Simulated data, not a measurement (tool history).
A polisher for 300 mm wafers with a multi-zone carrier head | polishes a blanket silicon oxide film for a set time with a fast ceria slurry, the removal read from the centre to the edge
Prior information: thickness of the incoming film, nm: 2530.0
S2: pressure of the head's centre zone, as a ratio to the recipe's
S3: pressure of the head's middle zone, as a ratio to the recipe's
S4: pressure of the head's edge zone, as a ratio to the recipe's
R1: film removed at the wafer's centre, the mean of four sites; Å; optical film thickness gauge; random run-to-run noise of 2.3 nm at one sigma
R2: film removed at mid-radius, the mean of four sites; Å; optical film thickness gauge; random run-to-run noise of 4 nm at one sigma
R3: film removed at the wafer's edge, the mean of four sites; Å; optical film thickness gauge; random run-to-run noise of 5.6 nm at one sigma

{"run": 1, "hour": 0.0, "flow of slurry (ml/min)": 160, "S2": 1.0, "S3": 1.0, "S4": 1.0, "polishing time (s)": 68, "R1": 7910.3, "R2": 8168.1, "R3": 8115.4}
{"run": 2, "hour": 6.5, "flow of slurry (ml/min)": 160, "S2": 1.0, "S3": 1.0, "S4": 1.0, "polishing time (s)": 61, "R1": 7093.4, "R2": 7197.6, "R3": 7173.2}
{"run": 3, "hour": 14.0, "flow of slurry (ml/min)": 145, "S2": 0.94, "S3": 0.99, "S4": 0.97, "polishing time (s)": 53, "R1": 5596.6, "R2": 6019.8, "R3": 6047.2}
{"run": 4, "hour": 19.1, "flow of slurry (ml/min)": 145, "S2": 0.94, "S3": 0.99, "S4": 0.97, "polishing time (s)": 40, "R1": 4272.7, "R2": 4613.5, "R3": 4508.8}
{"run": 5, "hour": 28.0, "flow of slurry (ml/min)": 145, "S2": 1.02, "S3": 0.99, "S4": 0.97, "polishing time (s)": 40, "R1": 4613.1, "R2": 4574.6, "R3": 4620.5}
{"hour": 34.6, "done": "slurry nozzle cleaned"}
{"run": 6, "hour": 34.6, "flow of slurry (ml/min)": 130, "S2": 0.97, "S3": 1.0, "S4": 0.98, "polishing time (s)": 40, "R1": 4583.1, "R2": 4816.3, "R3": 4760.3}
{"run": 7, "hour": 40.0, "flow of slurry (ml/min)": 150, "S2": 0.92, "S3": 0.98, "S4": 0.99, "polishing time (s)": 40, "R1": 4523.1, "R2": 4910.2, "R3": 5015.0}

Predict the results of run 8:
{"run": 8, "hour": 41.0, "flow of slurry (ml/min)": 135, "S2": 0.89, "S3": 0.98, "S4": 0.97, "polishing time (s)": 40, "R1": "?", "R2": "?", "R3": "?"}

Run 8 produced R1 4225.6 Å, R2 4825.0 Å, R3 4765.8 Å.

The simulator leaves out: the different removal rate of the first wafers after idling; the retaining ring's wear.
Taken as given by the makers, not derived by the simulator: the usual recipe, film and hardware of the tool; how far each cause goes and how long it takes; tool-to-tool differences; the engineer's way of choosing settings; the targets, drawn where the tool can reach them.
